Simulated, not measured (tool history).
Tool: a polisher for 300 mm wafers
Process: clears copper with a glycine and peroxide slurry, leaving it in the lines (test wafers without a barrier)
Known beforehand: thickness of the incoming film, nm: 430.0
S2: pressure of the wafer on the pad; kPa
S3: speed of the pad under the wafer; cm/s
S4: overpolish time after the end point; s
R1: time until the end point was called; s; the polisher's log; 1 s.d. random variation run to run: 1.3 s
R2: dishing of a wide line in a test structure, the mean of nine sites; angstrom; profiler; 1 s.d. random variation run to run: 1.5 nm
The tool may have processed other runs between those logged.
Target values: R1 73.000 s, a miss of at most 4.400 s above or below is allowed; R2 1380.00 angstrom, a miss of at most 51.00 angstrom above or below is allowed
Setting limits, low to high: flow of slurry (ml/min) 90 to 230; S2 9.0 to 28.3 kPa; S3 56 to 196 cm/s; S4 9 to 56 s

Run 1, day 0.000: flow of slurry (ml/min) 150, S2 18.6 kPa, S3 126 cm/s, S4 29 s. Result: R1 75.990 s, R2 983.71 angstrom.
Run 2, day 0.171: flow of slurry (ml/min) 115, S2 18.6 kPa, S3 126 cm/s, S4 29 s. Result: R1 79.605 s, R2 949.97 angstrom.
Run 3, day 0.275: flow of slurry (ml/min) 115, S2 18.6 kPa, S3 152 cm/s, S4 29 s. Result: R1 68.586 s, R2 1030.00 angstrom.
Run 4, day 0.392: flow of slurry (ml/min) 115, S2 22.8 kPa, S3 152 cm/s, S4 29 s. Result: R1 60.310 s, R2 1128.70 angstrom.
Run 5, day 0.417: flow of slurry (ml/min) 115, S2 22.8 kPa, S3 152 cm/s, S4 23 s. Result: R1 58.999 s, R2 975.74 angstrom.
Run 6, day 0.554: flow of slurry (ml/min) 110, S2 22.1 kPa, S3 148 cm/s, S4 30 s. Result: R1 63.620 s, R2 1112.60 angstrom.
Run 7, day 0.833: flow of slurry (ml/min) 105, S2 21.4 kPa, S3 146 cm/s, S4 34 s. Result: R1 65.180 s, R2 1180.20 angstrom.
Run 8, day 0.875: flow of slurry (ml/min) 105, S2 21.4 kPa, S3 146 cm/s, S4 34 s. Result: R1 65.840 s, R2 1144.60 angstrom.
Run 9, day 0.958: flow of slurry (ml/min) 110, S2 20.7 kPa, S3 144 cm/s, S4 38 s. Result: R1 68.220 s, R2 1230.20 angstrom.
Run 10, day 1.058: flow of slurry (ml/min) 110, S2 20.7 kPa, S3 144 cm/s, S4 38 s. Result: R1 67.054 s, R2 1212.20 angstrom.
Run 11, day 1.083: flow of slurry (ml/min) 110, S2 20.0 kPa, S3 142 cm/s, S4 42 s. Result: R1 69.753 s, R2 1264.50 angstrom.
Run 12, day 1.125: flow of slurry (ml/min) 110, S2 20.0 kPa, S3 140 cm/s, S4 44 s. Result: R1 71.465 s, R2 1279.70 angstrom.

5 next moves are on the table. One of them brings every result within its allowed miss. Which?
Run A, day 1.167: flow of slurry (ml/min) 115, S2 20.0 kPa, S3 140 cm/s, S4 35 s. Result: R1 ?, R2 ?.
Run B, day 1.167: flow of slurry (ml/min) 130, S2 22.1 kPa, S3 106 cm/s, S4 37 s. Result: R1 ?, R2 ?.
Run C, day 1.167: flow of slurry (ml/min) 130, S2 22.8 kPa, S3 110 cm/s, S4 49 s. Result: R1 ?, R2 ?.
Run D, day 1.167: flow of slurry (ml/min) 90, S2 20.0 kPa, S3 158 cm/s, S4 40 s. Result: R1 ?, R2 ?.
Run E, day 1.167: flow of slurry (ml/min) 155, S2 15.9 kPa, S3 166 cm/s, S4 40 s. Result: R1 ?, R2 ?.

move      R1       R2
   A  68.882  1171.70
   B  74.808  1175.40
   C  71.414  1394.90
   D  67.007  1268.30
   E  68.838  1222.20
A: moves away from the targets compared with the last run
B: moves away from the targets compared with the last run
C: hits every target within its allowed miss
D: moves away from the targets compared with the last run
E: moves away from the targets compared with the last run
C is the move that brings every result within its allowed miss.
